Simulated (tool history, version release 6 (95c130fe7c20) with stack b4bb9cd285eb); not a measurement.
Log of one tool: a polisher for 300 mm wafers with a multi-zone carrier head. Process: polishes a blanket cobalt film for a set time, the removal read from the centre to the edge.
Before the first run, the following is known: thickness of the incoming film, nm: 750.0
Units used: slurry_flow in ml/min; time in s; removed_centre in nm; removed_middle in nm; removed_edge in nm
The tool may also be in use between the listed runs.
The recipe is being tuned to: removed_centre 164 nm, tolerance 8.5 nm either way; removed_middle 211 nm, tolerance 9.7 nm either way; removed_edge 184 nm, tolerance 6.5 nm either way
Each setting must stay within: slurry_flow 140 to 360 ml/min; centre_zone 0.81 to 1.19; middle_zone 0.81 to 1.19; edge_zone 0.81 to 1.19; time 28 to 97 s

run	hour	slurry_flow	centre_zone	middle_zone	edge_zone	time	removed_centre	removed_middle	removed_edge
1	0	230	1	1	1	62	258.57	266.26	262.78
2	6.8	200	1	1	1	62	247.16	264.52	260.8
3	11.8	160	1	1	1	62	238	250.3	253.62
4	12.6	165	0.98	1.02	0.98	59	227.57	244.03	238.59
5	14.1	165	0.98	1.02	0.98	48	185.67	195.99	194.18
6	16.2	165	0.96	1.04	0.97	48	186.41	201.63	196.18
7	23.6	165	0.94	1.06	0.96	48	181.05	202.76	195.22
8	30.1	165	0.93	1.08	0.95	48	180.64	208.67	192.97
9	38.5	165	0.92	1.09	0.94	48	179.72	207.51	193.84
10	42.8	165	0.86	1.19	0.88	45	154.41	216.3	175
11	50.1	165	0.86	1.18	0.89	45	153.34	208.8	175.33

4 next moves are on the table. One of them brings every result within its allowed miss. Which?
A	57.4	220	0.97	1.09	0.82	46	?	?	?
B	57.4	160	0.9	0.99	0.93	46	?	?	?
C	57.4	160	0.81	1.19	0.86	45	?	?	?
D	57.4	160	0.87	1.12	0.85	47	?	?	?

move	removed_centre	removed_middle	removed_edge
A	183.43	211.71	184.81
B	162.45	186.54	186.54
C	144.28	213.67	177.33
D	160.96	211.74	184.69
A: the worst result of the last run now meets its target, but another is out of spec
B: the worst result of the last run now meets its target, but another is out of spec
C: misses by more than the last run did
D: hits every target within its allowed miss
D meets every target.
